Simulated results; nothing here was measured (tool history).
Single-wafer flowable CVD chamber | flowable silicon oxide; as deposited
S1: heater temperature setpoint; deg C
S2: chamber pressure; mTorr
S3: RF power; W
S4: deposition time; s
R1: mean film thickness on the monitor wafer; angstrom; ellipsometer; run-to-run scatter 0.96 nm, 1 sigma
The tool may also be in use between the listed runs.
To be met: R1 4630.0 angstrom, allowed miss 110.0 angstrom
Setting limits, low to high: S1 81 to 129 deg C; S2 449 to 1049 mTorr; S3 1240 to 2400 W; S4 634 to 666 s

run  hour   S1   S2    S3   S4      R1
  1   0.0  105  749  1820  666  3294.2
  2   5.8  102  750  1820  666  3691.6
  3   9.4  102  750  1820  634  3507.8
  4  15.3   99  751  1820  634  3930.8
     20.2  -- thermocouple changed; heater temperature recalibrated
  5  20.2   99  751  1570  634  3264.1
  6  27.5   95  752  1570  634  3769.5
  7  31.8   93  752  1570  634  4087.9
  8  38.7   92  752  1570  634  4248.1
  9  42.0   91  752  1570  634  4393.8

Which one of the following 4 next-run settings gets every result inside its allowed miss? There is exactly one.
  A  45.3  92  840  1490  653   ?
  B  45.3  90  712  1725  665   ?
  C  45.3  95  914  1810  666   ?
  D  45.3  90  653  1655  646   ?

move      R1
   A  4827.6
   B  4591.4
   C  4936.3
   D  4069.0
A: takes the result that was furthest off past its target
B: all results land within tolerance of their targets
C: takes the result that was furthest off past its target
D: the biggest miss grows against the last run
Move B is the one to make.
